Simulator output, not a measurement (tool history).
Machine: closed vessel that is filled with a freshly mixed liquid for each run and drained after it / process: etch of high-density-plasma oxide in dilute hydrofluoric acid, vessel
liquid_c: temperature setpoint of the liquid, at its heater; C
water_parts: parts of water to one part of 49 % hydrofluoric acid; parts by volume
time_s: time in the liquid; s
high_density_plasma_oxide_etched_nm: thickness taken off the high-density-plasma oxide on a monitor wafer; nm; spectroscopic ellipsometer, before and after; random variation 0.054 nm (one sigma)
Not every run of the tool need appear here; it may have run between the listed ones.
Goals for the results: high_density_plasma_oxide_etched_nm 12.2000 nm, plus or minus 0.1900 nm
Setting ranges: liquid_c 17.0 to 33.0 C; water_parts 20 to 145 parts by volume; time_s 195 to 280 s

run	hour	liquid_c	water_parts	time_s	high_density_plasma_oxide_etched_nm
1	0.0	25.0	80	280	21.1980
2	5.5	25.0	105	280	15.7130
3	13.8	23.0	105	280	14.6330
4	20.0	21.5	105	280	13.7820
5	21.7	20.5	105	280	13.2450
6	29.9	20.5	105	195	9.1947
7	38.7	21.5	105	195	9.5956
8	44.5	23.0	105	195	10.0990
9	48.2	24.5	105	195	10.7350
10	53.5	26.0	105	195	11.4130
11	60.5	26.5	105	195	11.6380
12	69.4	27.0	105	195	11.8650

4 candidate next runs follow, results not yet known. Just one meets every target within its allowed miss. Identify it.
A	78.3	29.0	125	235	?
B	78.3	28.5	110	200	?
C	78.3	21.5	100	225	?
D	78.3	24.5	115	235	?

move	high_density_plasma_oxide_etched_nm
A	12.6060
B	12.1980
C	11.6040
D	11.6800
A: takes the result that was furthest off past its target
B: in spec on every target
C: moves away from the targets compared with the last run
D: moves away from the targets compared with the last run
B is the move that brings every result within its allowed miss.

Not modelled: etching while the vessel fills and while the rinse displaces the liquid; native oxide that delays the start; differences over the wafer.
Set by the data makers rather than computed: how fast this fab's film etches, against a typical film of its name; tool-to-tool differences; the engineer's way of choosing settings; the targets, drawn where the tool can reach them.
